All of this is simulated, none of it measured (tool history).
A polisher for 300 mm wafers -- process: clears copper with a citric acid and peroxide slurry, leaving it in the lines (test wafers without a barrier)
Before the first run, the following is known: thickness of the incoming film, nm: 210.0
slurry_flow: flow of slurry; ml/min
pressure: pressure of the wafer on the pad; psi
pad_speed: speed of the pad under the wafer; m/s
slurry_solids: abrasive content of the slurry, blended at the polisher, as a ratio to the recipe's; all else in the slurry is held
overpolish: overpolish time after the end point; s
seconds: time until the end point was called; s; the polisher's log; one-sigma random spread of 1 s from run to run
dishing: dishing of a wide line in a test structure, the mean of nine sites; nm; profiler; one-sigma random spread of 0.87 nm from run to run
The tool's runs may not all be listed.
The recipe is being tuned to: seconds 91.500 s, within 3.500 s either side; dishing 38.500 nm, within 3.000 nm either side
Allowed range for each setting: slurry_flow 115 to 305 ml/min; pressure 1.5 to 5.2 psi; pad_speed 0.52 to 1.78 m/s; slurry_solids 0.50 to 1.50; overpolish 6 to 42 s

Run 1, day 0.000: slurry_flow 195 ml/min, pressure 3.3 psi, pad_speed 1.14 m/s, slurry_solids 1.00, overpolish 21 s. Result: seconds 77.243 s, dishing 31.843 nm.
Run 2, day 0.229: slurry_flow 195 ml/min, pressure 3.2 psi, pad_speed 1.14 m/s, slurry_solids 1.00, overpolish 23 s. Result: seconds 81.010 s, dishing 34.358 nm.
Run 3, day 0.300: slurry_flow 195 ml/min, pressure 2.4 psi, pad_speed 1.14 m/s, slurry_solids 1.00, overpolish 23 s. Result: seconds 105.730 s, dishing 28.227 nm.
Run 4, day 0.383: slurry_flow 195 ml/min, pressure 2.4 psi, pad_speed 1.14 m/s, slurry_solids 1.15, overpolish 23 s. Result: seconds 99.493 s, dishing 28.601 nm.
Run 5, day 0.725: slurry_flow 195 ml/min, pressure 2.5 psi, pad_speed 1.14 m/s, slurry_solids 1.15, overpolish 24 s. Result: seconds 97.472 s, dishing 30.122 nm.
Run 6, day 0.842: slurry_flow 195 ml/min, pressure 2.6 psi, pad_speed 1.14 m/s, slurry_solids 1.15, overpolish 25 s. Result: seconds 93.494 s, dishing 32.077 nm.
Run 7, day 1.067: slurry_flow 195 ml/min, pressure 2.6 psi, pad_speed 1.14 m/s, slurry_solids 1.15, overpolish 26 s. Result: seconds 91.968 s, dishing 33.420 nm.
Run 8, day 1.321: slurry_flow 195 ml/min, pressure 2.6 psi, pad_speed 1.14 m/s, slurry_solids 1.15, overpolish 27 s. Result: seconds 92.984 s, dishing 34.144 nm.
At day 1.429: worn pad replaced by a new one.
Run 9, day 1.429: slurry_flow 195 ml/min, pressure 2.6 psi, pad_speed 1.14 m/s, slurry_solids 1.15, overpolish 28 s. Result: seconds 84.220 s, dishing 36.306 nm.
Run 10, day 1.779: slurry_flow 180 ml/min, pressure 2.2 psi, pad_speed 1.12 m/s, slurry_solids 1.15, overpolish 33 s. Result: seconds 102.250 s, dishing 35.253 nm.
Run 11, day 2.121: slurry_flow 190 ml/min, pressure 2.3 psi, pad_speed 1.12 m/s, slurry_solids 1.15, overpolish 33 s. Result: seconds 96.423 s, dishing 38.552 nm.
Run 12, day 2.250: slurry_flow 195 ml/min, pressure 2.3 psi, pad_speed 1.12 m/s, slurry_solids 1.15, overpolish 33 s. Result: seconds 96.151 s, dishing 37.923 nm.
Run 13, day 2.450: slurry_flow 200 ml/min, pressure 2.3 psi, pad_speed 1.12 m/s, slurry_solids 1.15, overpolish 33 s. Result: seconds 97.833 s, dishing 36.513 nm.

5 candidate next runs follow, results not yet known. Just one meets every target within its allowed miss. Identify it.
Run A, day 2.650: slurry_flow 200 ml/min, pressure 1.9 psi, pad_speed 1.44 m/s, slurry_solids 1.15, overpolish 34 s. Result: seconds ?, dishing ?.
Run B, day 2.650: slurry_flow 200 ml/min, pressure 3.5 psi, pad_speed 0.82 m/s, slurry_solids 1.05, overpolish 23 s. Result: seconds ?, dishing ?.
Run C, day 2.650: slurry_flow 185 ml/min, pressure 2.0 psi, pad_speed 1.30 m/s, slurry_solids 1.00, overpolish 38 s. Result: seconds ?, dishing ?.
Run D, day 2.650: slurry_flow 195 ml/min, pressure 2.4 psi, pad_speed 1.14 m/s, slurry_solids 1.10, overpolish 23 s. Result: seconds ?, dishing ?.
Run E, day 2.650: slurry_flow 170 ml/min, pressure 2.8 psi, pad_speed 0.86 m/s, slurry_solids 1.40, overpolish 35 s. Result: seconds ?, dishing ?.

move  seconds  dishing
   A   91.254   37.560
   B   89.689   31.140
   C  101.030   38.009
   D   92.916   29.653
   E   99.730   37.801
A: meets every target
B: gets the furthest-off result to its target, but another result is out of tolerance
C: misses by more than the last run did
D: gets the furthest-off result to its target, but another result is out of tolerance
E: misses by more than the last run did
Answer: A

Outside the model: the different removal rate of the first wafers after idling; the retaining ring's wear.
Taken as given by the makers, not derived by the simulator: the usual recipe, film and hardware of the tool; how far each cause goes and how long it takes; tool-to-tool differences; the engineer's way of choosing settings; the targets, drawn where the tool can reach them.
